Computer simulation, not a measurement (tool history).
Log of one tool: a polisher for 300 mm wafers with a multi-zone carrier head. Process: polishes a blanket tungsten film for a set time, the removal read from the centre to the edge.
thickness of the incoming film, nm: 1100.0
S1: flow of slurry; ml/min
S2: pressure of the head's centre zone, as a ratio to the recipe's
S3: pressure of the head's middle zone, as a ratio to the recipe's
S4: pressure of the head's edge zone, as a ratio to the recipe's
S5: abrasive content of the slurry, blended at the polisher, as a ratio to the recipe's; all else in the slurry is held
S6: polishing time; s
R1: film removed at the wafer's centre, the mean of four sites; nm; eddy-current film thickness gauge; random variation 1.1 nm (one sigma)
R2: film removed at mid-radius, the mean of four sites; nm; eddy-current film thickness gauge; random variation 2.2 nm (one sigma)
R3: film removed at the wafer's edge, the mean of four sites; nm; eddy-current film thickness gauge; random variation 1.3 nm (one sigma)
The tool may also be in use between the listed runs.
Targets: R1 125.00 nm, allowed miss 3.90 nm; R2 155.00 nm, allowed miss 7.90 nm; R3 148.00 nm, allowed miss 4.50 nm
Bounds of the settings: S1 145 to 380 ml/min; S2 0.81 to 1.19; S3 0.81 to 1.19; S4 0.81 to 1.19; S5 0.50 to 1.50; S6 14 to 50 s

run 1 day=0.000 | S1=245 S2=1.00 S3=1.00 S4=1.00 S5=1.00 S6=32 | R1=184.29 R2=178.07 R3=183.11
run 2 day=0.375 | S1=245 S2=1.00 S3=1.00 S4=1.00 S5=1.00 S6=38 | R1=224.04 R2=213.75 R3=226.99
run 3 day=0.446 | S1=235 S2=0.95 S3=1.01 S4=0.98 S5=0.85 S6=36 | R1=188.59 R2=196.72 R3=199.98
run 4 day=0.583 | S1=235 S2=0.95 S3=1.01 S4=0.98 S5=0.65 S6=36 | R1=184.06 R2=185.25 R3=192.43
run 5 day=0.775 | S1=235 S2=0.95 S3=0.95 S4=0.98 S5=0.65 S6=36 | R1=182.89 R2=179.04 R3=192.96
run 6 day=0.967 | S1=220 S2=0.91 S3=0.97 S4=0.96 S5=0.60 S6=35 | R1=165.01 R2=175.08 R3=180.64
run 7 day=1.154 | S1=210 S2=0.88 S3=0.96 S4=0.94 S5=0.55 S6=34 | R1=154.81 R2=161.16 R3=171.45
run 8 day=1.196 | S1=205 S2=0.86 S3=1.00 S4=0.94 S5=0.55 S6=33 | R1=145.97 R2=161.32 R3=165.59
run 9 day=1.379 | S1=195 S2=0.85 S3=1.03 S4=0.94 S5=0.55 S6=32 | R1=134.69 R2=157.88 R3=160.82
run 10 day=1.529 | S1=190 S2=0.84 S3=1.04 S4=0.91 S5=0.55 S6=32 | R1=133.02 R2=159.97 R3=158.28
run 11 day=1.838 | S1=185 S2=0.83 S3=1.04 S4=0.89 S5=0.55 S6=32 | R1=131.41 R2=159.86 R3=156.79
run 12 day=2.183 | S1=185 S2=0.83 S3=1.04 S4=0.87 S5=0.55 S6=32 | R1=129.89 R2=160.49 R3=153.27
run 13 day=2.296 | S1=180 S2=0.83 S3=1.03 S4=0.86 S5=0.55 S6=32 | R1=129.93 R2=157.36 R3=151.13

5 next moves are on the table. One of them brings every result within its allowed miss. Which?
run A day=2.408 | S1=150 S2=0.84 S3=1.07 S4=0.85 S5=0.60 S6=33 | R1=? R2=? R3=?
run B day=2.408 | S1=205 S2=0.82 S3=1.17 S4=0.81 S5=0.55 S6=31 | R1=? R2=? R3=?
run C day=2.408 | S1=195 S2=0.81 S3=0.98 S4=1.04 S5=0.50 S6=30 | R1=? R2=? R3=?
run D day=2.408 | S1=160 S2=0.82 S3=0.95 S4=0.90 S5=0.50 S6=34 | R1=? R2=? R3=?
run E day=2.408 | S1=170 S2=0.84 S3=1.08 S4=0.90 S5=0.75 S6=29 | R1=? R2=? R3=?

move=A R1=134.01 R2=168.54 R3=151.78
move=B R1=129.89 R2=179.21 R3=143.80
move=C R1=121.07 R2=145.70 R3=152.80
move=D R1=133.05 R2=154.89 R3=157.72
move=E R1=126.11 R2=159.27 R3=144.75
A: further off than the last run
B: further off than the last run
C: takes the result that was furthest off past its target
D: further off than the last run
E: meets every target
Answer: E
